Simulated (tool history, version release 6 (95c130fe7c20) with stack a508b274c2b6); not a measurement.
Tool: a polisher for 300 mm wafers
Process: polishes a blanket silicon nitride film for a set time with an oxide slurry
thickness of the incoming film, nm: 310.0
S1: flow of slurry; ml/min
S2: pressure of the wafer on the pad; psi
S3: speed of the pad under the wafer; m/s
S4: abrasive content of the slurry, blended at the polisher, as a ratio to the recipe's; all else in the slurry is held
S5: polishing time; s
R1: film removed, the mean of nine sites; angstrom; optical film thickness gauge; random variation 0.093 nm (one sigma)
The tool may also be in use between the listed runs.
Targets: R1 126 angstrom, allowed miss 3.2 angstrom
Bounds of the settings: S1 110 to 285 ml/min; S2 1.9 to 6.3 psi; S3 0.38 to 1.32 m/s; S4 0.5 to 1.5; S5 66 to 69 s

{"run": 1, "hour": 0.0, "S1": 180, "S2": 4.1, "S3": 0.84, "S4": 1, "S5": 66, "R1": 344.04}
{"run": 2, "hour": 7.3, "S1": 175, "S2": 3.5, "S3": 0.72, "S4": 1, "S5": 66, "R1": 260.98}
{"run": 3, "hour": 14.1, "S1": 170, "S2": 3.1, "S3": 0.64, "S4": 1, "S5": 66, "R1": 209.69}
{"run": 4, "hour": 18.7, "S1": 170, "S2": 3.1, "S3": 0.54, "S4": 1, "S5": 66, "R1": 183.3}
{"run": 5, "hour": 20.2, "S1": 170, "S2": 3.1, "S3": 0.54, "S4": 1, "S5": 69, "R1": 188.9}
{"run": 6, "hour": 21.8, "S1": 170, "S2": 3.1, "S3": 0.44, "S4": 1, "S5": 69, "R1": 161.91}
{"run": 7, "hour": 27.1, "S1": 165, "S2": 2.8, "S3": 0.44, "S4": 1, "S5": 69, "R1": 142.95}
{"run": 8, "hour": 31.9, "S1": 155, "S2": 2.8, "S3": 0.44, "S4": 1, "S5": 69, "R1": 143.39}
{"run": 9, "hour": 33.1, "S1": 155, "S2": 2.8, "S3": 0.44, "S4": 1, "S5": 69, "R1": 144.31}
{"run": 10, "hour": 41.5, "S1": 145, "S2": 2.7, "S3": 0.44, "S4": 1, "S5": 69, "R1": 137.73}
{"run": 11, "hour": 50.1, "S1": 140, "S2": 2.7, "S3": 0.44, "S4": 1, "S5": 69, "R1": 136.14}
{"run": 12, "hour": 56.8, "S1": 135, "S2": 2.7, "S3": 0.44, "S4": 1, "S5": 69, "R1": 136.27}
{"run": 13, "hour": 63.2, "S1": 130, "S2": 2.7, "S3": 0.44, "S4": 1, "S5": 69, "R1": 133.22}
{"run": 14, "hour": 71.6, "S1": 125, "S2": 2.7, "S3": 0.44, "S4": 1, "S5": 69, "R1": 132.06}
{"run": 15, "hour": 79.7, "S1": 120, "S2": 2.7, "S3": 0.44, "S4": 1, "S5": 69, "R1": 132.2}

5 next moves are on the table. One of them brings every result within its allowed miss. Which?
{"run": "A", "hour": 87.8, "S1": 120, "S2": 2.8, "S3": 0.4, "S4": 1, "S5": 69, "R1": "?"}
{"run": "B", "hour": 87.8, "S1": 140, "S2": 2.7, "S3": 0.5, "S4": 0.85, "S5": 68, "R1": "?"}
{"run": "C", "hour": 87.8, "S1": 120, "S2": 2.6, "S3": 0.52, "S4": 0.95, "S5": 68, "R1": "?"}
{"run": "D", "hour": 87.8, "S1": 110, "S2": 3, "S3": 0.42, "S4": 1.05, "S5": 69, "R1": "?"}
{"run": "E", "hour": 87.8, "S1": 130, "S2": 2.8, "S3": 0.44, "S4": 1.05, "S5": 66, "R1": "?"}

move=A R1=125.59
move=B R1=134.78
move=C R1=138.26
move=D R1=139.87
move=E R1=135.67
A: meets every target
B: further off than the last run
C: further off than the last run
D: further off than the last run
E: further off than the last run
The right move is A.
